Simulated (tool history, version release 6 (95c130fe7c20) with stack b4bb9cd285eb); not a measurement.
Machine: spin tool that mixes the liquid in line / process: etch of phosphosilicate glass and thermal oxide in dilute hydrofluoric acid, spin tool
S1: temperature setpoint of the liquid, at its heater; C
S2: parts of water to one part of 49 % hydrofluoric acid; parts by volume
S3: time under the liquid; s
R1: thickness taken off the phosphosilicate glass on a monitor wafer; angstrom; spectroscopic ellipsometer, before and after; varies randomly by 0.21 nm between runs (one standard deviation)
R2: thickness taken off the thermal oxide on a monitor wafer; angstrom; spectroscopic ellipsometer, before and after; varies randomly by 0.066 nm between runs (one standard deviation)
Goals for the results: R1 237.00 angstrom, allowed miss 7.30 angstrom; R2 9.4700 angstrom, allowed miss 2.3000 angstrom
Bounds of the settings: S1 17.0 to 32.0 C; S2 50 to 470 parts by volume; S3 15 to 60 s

| run | hour | S1 | S2 | S3 | R1 | R2 |
|---|---|---|---|---|---|---|
| 1 | 0.0 | 24.0 | 260 | 30 | 116.42 | 4.6079 |
| 2 | 7.2 | 26.5 | 230 | 30 | 146.35 | 6.4402 |
| 3 | 11.4 | 24.0 | 230 | 30 | 133.12 | 5.7724 |
| 4 | 18.9 | 26.5 | 210 | 30 | 163.40 | 6.4847 |
| 5 | 24.0 | 26.5 | 210 | 20 | 109.75 | 4.7932 |
| 6 | 30.6 | 28.0 | 170 | 20 | 149.95 | 6.6419 |
| 7 | 33.3 | 32.0 | 110 | 20 | 290.52 | 11.2990 |
| 8 | 39.2 | 31.0 | 110 | 20 | 282.00 | 12.0030 |
| 9 | 47.4 | 30.0 | 110 | 20 | 273.21 | 9.3677 |

Consider the 5 candidate settings below. Which is the only one whose results all fall within their allowed miss of target?
| A | 55.6 | 30.0 | 100 | 15 | ? | ? |
| B | 55.6 | 30.0 | 240 | 45 | ? | ? |
| C | 55.6 | 27.5 | 120 | 20 | ? | ? |
| D | 55.6 | 30.0 | 160 | 25 | ? | ? |
| E | 55.6 | 31.0 | 190 | 35 | ? | ? |

| move | R1 | R2 |
|---|---|---|
| A | 225.38 | 7.4327 |
| B | 235.48 | 7.7658 |
| C | 221.86 | 7.3168 |
| D | 216.50 | 7.1399 |
| E | 254.38 | 8.3893 |
A: carries the result that was furthest off beyond its target, to the other side
B: every result lands within tolerance
C: carries the result that was furthest off beyond its target, to the other side
D: carries the result that was furthest off beyond its target, to the other side
E: closes in on the targets versus the last run, not all within tolerance yet
B is the move that brings every result within its allowed miss.
